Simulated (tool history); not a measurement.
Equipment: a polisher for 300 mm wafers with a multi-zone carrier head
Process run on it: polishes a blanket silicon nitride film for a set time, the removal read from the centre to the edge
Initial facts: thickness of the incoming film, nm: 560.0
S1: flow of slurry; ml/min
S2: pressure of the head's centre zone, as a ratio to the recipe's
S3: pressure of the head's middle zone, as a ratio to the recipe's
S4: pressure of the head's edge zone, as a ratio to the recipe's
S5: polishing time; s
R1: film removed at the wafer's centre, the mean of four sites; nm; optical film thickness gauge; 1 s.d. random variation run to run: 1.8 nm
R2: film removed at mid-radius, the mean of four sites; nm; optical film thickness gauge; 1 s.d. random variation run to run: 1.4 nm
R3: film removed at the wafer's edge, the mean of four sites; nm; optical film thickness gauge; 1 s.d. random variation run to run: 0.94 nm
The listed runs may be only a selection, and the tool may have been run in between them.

run	hour	S1	S2	S3	S4	S5	R1	R2	R3
1	0	300	1	1	1	46	138.59	140.76	135.68
2	3.6	370	1	1	1	46	138.72	144.6	136.37
3	12	365	1.01	0.98	0.99	45	140.99	138.68	134.02
4	16.3	365	1.01	0.94	0.99	45	140.95	134.14	134.26
5	22.8	365	1.01	0.93	0.98	44	138.82	127.21	131.74
6	23.7	365	1.01	0.93	0.97	43	131.64	123.32	126.31
7	31.2	365	1.02	0.92	0.95	43	137.24	122.44	123.94
8	38.4	365	1.01	0.91	0.93	43	131.78	124.69	124.81
9	42.9	365	1.01	0.91	0.93	43	130.96	123.07	124
10	47.7	365	1.01	0.9	0.92	42	126.7	120.85	117.96
11	53.8	360	1.01	0.89	0.92	42	132.6	117.81	120.69
12	57	360	1.01	0.88	0.91	41	125.06	114.4	116.76
13	57.7	360	1.01	0.87	0.9	41	131.04	113.95	116.69
14	61.7	360	1.01	0.86	0.9	41	124.02	114.87	115.94

Expected results for the next run?
15	66.6	330	1.11	0.81	0.92	37	?	?	?

{"run 15": {"R1": 124.34, "R2": 94.812, "R3": 106.18}}
